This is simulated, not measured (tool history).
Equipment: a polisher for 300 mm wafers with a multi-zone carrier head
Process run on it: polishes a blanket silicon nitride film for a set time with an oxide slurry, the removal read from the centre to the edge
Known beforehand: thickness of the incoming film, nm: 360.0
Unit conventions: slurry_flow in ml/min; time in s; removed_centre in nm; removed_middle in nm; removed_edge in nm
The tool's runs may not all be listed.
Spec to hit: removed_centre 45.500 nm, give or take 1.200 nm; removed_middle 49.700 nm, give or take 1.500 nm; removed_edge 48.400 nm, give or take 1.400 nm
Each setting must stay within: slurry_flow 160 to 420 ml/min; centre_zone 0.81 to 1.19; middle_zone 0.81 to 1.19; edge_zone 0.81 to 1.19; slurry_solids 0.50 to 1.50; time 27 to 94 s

run    day  slurry_flow  centre_zone  middle_zone  edge_zone  slurry_solids  time  removed_centre  removed_middle  removed_edge
  1  0.000          270         1.00         1.00       1.00           1.00    60          43.001          43.523        42.585
  2  0.317          335         1.00         1.00       1.00           1.00    60          44.575          44.674        43.950
  3  0.454          335         1.00         1.00       1.00           1.00    70          51.841          51.307        50.581
  4  0.646          335         1.00         1.00       1.08           1.00    70          51.796          52.163        52.210
  5  0.888          335         1.00         1.00       1.08           1.15    70          54.581          54.897        54.831
  6  1.250          335         1.00         1.09       1.08           1.15    70          54.776          58.649        56.329
  7  1.408          320         0.97         1.06       1.04           1.10    70          52.008          56.196        53.312
  8  1.550          300         0.95         1.03       1.03           1.10    70          50.632          54.449        53.476
  9  1.638          290         0.94         1.02       1.00           1.05    70          49.637          53.926        52.076
 10  1.692          280         0.93         1.01       0.99           1.00    70          46.459          51.524        49.701
 11  1.808          275         0.93         1.00       0.98           1.00    70          46.749          50.582        49.862
 12  2.029          270         0.93         1.00       0.97           1.00    70          47.455          50.309        49.325

Exactly one of the 5 candidate moves below puts every result within its allowed miss. Which one?
  A  2.250          300         0.95         1.00       0.94           1.05    69               ?               ?             ?
  B  2.250          195         0.85         0.90       0.90           0.95    80               ?               ?             ?
  C  2.250          250         0.85         1.00       1.07           1.05    69               ?               ?             ?
  D  2.250          245         0.88         0.94       1.04           1.10    69               ?               ?             ?
  E  2.250          235         0.91         0.99       0.94           1.15    67               ?               ?             ?

move  removed_centre  removed_middle  removed_edge
   A          49.201          51.083        49.347
   B          45.627          49.096        51.439
   C          42.958          50.026        51.454
   D          45.242          48.437        51.758
   E          46.028          49.676        48.726
A: moves away from the targets compared with the last run
B: brings the result that was furthest off to its target, and leaves another outside
C: takes the biggest miss from the last run beyond its target
D: brings the result that was furthest off to its target, and leaves another outside
E: every result lands within tolerance
Go with E: it meets all targets.

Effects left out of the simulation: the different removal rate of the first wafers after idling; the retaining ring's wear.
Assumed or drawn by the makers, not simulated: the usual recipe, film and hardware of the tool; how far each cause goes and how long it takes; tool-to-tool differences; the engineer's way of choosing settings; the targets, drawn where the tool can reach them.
